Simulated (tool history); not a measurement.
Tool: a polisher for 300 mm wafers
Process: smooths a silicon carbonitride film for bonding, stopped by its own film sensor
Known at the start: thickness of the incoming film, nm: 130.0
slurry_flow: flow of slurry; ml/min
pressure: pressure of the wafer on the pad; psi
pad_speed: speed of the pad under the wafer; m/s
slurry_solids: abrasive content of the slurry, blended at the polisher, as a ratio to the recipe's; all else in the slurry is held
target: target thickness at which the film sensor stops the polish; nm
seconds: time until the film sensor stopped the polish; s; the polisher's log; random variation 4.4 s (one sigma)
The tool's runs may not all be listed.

run	hour	slurry_flow	pressure	pad_speed	slurry_solids	target	seconds
1	0.0	270	1.6	1.02	1.0	104	126.91
2	8.7	270	1.4	1.00	1.0	104	151.39
3	17.6	335	1.4	1.00	1.0	104	143.33
4	26.0	335	1.3	0.98	1.0	104	157.26
5	29.0	335	1.2	0.98	1.0	104	174.12
6	35.0	300	1.2	0.98	1.0	104	171.99
7	37.9	300	1.1	0.98	1.0	104	187.59

Forecast run 8:
8	39.4	300	1.0	0.98	1.0	104	?

Run 8 gave seconds 209.48 s.
